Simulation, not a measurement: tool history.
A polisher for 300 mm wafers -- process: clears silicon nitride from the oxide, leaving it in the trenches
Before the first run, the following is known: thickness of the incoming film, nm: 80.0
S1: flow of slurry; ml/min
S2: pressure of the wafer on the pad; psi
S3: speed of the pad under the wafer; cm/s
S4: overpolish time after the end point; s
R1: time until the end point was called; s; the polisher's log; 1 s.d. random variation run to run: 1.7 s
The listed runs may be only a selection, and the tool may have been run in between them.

{"run": 1, "day": 0.0, "S1": 310, "S2": 2.9, "S3": 100, "S4": 9, "R1": 112.84}
{"run": 2, "day": 0.325, "S1": 310, "S2": 3.2, "S3": 100, "S4": 9, "R1": 100.48}
{"run": 3, "day": 0.558, "S1": 310, "S2": 2.8, "S3": 100, "S4": 9, "R1": 116.84}
{"run": 4, "day": 0.9, "S1": 310, "S2": 2.5, "S3": 100, "S4": 9, "R1": 131.97}
{"run": 5, "day": 1.208, "S1": 310, "S2": 1.8, "S3": 100, "S4": 9, "R1": 176.44}
{"run": 6, "day": 1.583, "S1": 310, "S2": 1.3, "S3": 100, "S4": 9, "R1": 239.25}
{"run": 7, "day": 1.762, "S1": 310, "S2": 1.5, "S3": 100, "S4": 9, "R1": 212.8}
{"run": 8, "day": 2.062, "S1": 310, "S2": 1.7, "S3": 100, "S4": 9, "R1": 182.26}
{"run": 9, "day": 2.233, "S1": 310, "S2": 1.8, "S3": 100, "S4": 9, "R1": 177.58}

What will run 10 give?
{"run": 10, "day": 2.575, "S1": 310, "S2": 1.8, "S3": 100, "S4": 9, "R1": "?"}

For run 10 the tool returned R1 175.45 s.
